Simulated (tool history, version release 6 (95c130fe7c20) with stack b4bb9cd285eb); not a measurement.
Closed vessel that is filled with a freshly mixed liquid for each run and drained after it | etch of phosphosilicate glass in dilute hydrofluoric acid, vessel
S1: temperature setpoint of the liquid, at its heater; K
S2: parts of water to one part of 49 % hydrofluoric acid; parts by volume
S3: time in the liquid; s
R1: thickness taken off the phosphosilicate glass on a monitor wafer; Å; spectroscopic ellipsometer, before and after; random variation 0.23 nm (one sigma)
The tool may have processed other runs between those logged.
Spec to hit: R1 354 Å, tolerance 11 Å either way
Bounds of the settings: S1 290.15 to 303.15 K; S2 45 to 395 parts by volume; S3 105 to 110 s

{"run": 1, "hour": 0.0, "S1": 295.15, "S2": 220, "S3": 105, "R1": 428.72}
{"run": 2, "hour": 7.5, "S1": 295.15, "S2": 185, "S3": 105, "R1": 532.64}
{"run": 3, "hour": 16.1, "S1": 293.65, "S2": 195, "S3": 105, "R1": 475.1}
{"run": 4, "hour": 21.3, "S1": 293.65, "S2": 120, "S3": 105, "R1": 835.8}
{"run": 5, "hour": 28.8, "S1": 293.65, "S2": 120, "S3": 105, "R1": 830.18}
{"run": 6, "hour": 32.4, "S1": 292.65, "S2": 150, "S3": 105, "R1": 623.24}
{"run": 7, "hour": 37.3, "S1": 292.65, "S2": 150, "S3": 105, "R1": 617.05}
{"run": 8, "hour": 39.2, "S1": 292.65, "S2": 150, "S3": 105, "R1": 618.25}
{"run": 9, "hour": 44.7, "S1": 292.15, "S2": 165, "S3": 105, "R1": 541.12}
{"run": 10, "hour": 50.7, "S1": 291.65, "S2": 180, "S3": 105, "R1": 480.26}
{"run": 11, "hour": 54.3, "S1": 291.15, "S2": 190, "S3": 105, "R1": 440.89}
{"run": 12, "hour": 59.6, "S1": 290.65, "S2": 195, "S3": 105, "R1": 416.66}
{"run": 13, "hour": 67.5, "S1": 290.65, "S2": 200, "S3": 105, "R1": 408.14}

Which one of the following 4 next-run settings gets every result inside its allowed miss? There is exactly one.
{"run": "A", "hour": 75.4, "S1": 290.65, "S2": 225, "S3": 105, "R1": "?"}
{"run": "B", "hour": 75.4, "S1": 290.15, "S2": 180, "S3": 110, "R1": "?"}
{"run": "C", "hour": 75.4, "S1": 290.15, "S2": 210, "S3": 105, "R1": "?"}
{"run": "D", "hour": 75.4, "S1": 290.65, "S2": 235, "S3": 105, "R1": "?"}

move=A R1=355.48
move=B R1=475.62
move=C R1=378.55
move=D R1=337.31
A: hits every target within its allowed miss
B: misses by more than the last run did
C: closer than the last run, but not yet in spec
D: carries the result that was furthest off beyond its target, to the other side
A is the move that brings every result within its allowed miss.

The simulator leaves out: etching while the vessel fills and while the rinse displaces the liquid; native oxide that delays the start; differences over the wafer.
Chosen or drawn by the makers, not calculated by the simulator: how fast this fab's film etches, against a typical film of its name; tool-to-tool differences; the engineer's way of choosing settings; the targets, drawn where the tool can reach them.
